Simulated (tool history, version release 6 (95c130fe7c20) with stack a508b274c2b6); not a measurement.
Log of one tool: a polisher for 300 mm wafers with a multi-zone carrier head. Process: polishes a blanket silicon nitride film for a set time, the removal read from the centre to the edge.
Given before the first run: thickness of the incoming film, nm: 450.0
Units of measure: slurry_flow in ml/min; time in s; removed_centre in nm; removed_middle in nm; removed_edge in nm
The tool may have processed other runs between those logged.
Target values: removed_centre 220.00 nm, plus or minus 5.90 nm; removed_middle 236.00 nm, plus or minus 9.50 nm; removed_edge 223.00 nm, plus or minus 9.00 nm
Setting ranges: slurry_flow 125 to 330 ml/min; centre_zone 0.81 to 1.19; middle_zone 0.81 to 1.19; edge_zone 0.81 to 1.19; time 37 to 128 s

| run | hour | slurry_flow | centre_zone | middle_zone | edge_zone | time | removed_centre | removed_middle | removed_edge |
|---|---|---|---|---|---|---|---|---|---|
| 1 | 0.0 | 210 | 1.00 | 1.00 | 1.00 | 82 | 167.81 | 171.45 | 173.79 |
| 2 | 5.2 | 210 | 1.06 | 1.00 | 1.00 | 82 | 178.44 | 168.33 | 174.23 |
| 3 | 8.2 | 210 | 1.06 | 1.00 | 1.00 | 64 | 138.71 | 137.08 | 131.79 |
| 4 | 14.3 | 220 | 1.06 | 1.04 | 1.02 | 71 | 156.19 | 154.45 | 147.54 |
| 5 | 21.3 | 220 | 1.05 | 1.06 | 1.03 | 77 | 168.25 | 169.21 | 166.69 |
| 6 | 26.7 | 220 | 1.05 | 0.99 | 1.03 | 77 | 169.00 | 156.20 | 167.64 |
| 7 | 28.8 | 225 | 1.05 | 1.03 | 1.04 | 81 | 177.46 | 178.37 | 176.01 |
| 8 | 36.7 | 250 | 1.09 | 1.08 | 1.14 | 98 | 226.79 | 226.02 | 220.14 |
| 9 | 39.8 | 250 | 1.08 | 1.09 | 1.14 | 98 | 220.01 | 225.82 | 226.75 |

5 candidate next runs follow, results not yet known. Just one meets every target within its allowed miss. Identify it.
| A | 42.9 | 260 | 1.04 | 1.02 | 1.17 | 99 | ? | ? | ? |
| B | 42.9 | 310 | 1.03 | 0.97 | 1.19 | 99 | ? | ? | ? |
| C | 42.9 | 205 | 1.05 | 1.03 | 1.19 | 101 | ? | ? | ? |
| D | 42.9 | 225 | 1.02 | 0.98 | 1.19 | 102 | ? | ? | ? |
| E | 42.9 | 250 | 1.08 | 1.16 | 1.16 | 97 | ? | ? | ? |

| move | removed_centre | removed_middle | removed_edge |
|---|---|---|---|
| A | 218.53 | 216.98 | 227.52 |
| B | 221.16 | 211.81 | 232.90 |
| C | 217.24 | 216.51 | 228.89 |
| D | 217.31 | 212.38 | 233.52 |
| E | 219.88 | 236.21 | 220.76 |
A: misses by more than the last run did
B: misses by more than the last run did
C: misses by more than the last run did
D: misses by more than the last run did
E: in spec on every target
E is the move that brings every result within its allowed miss.
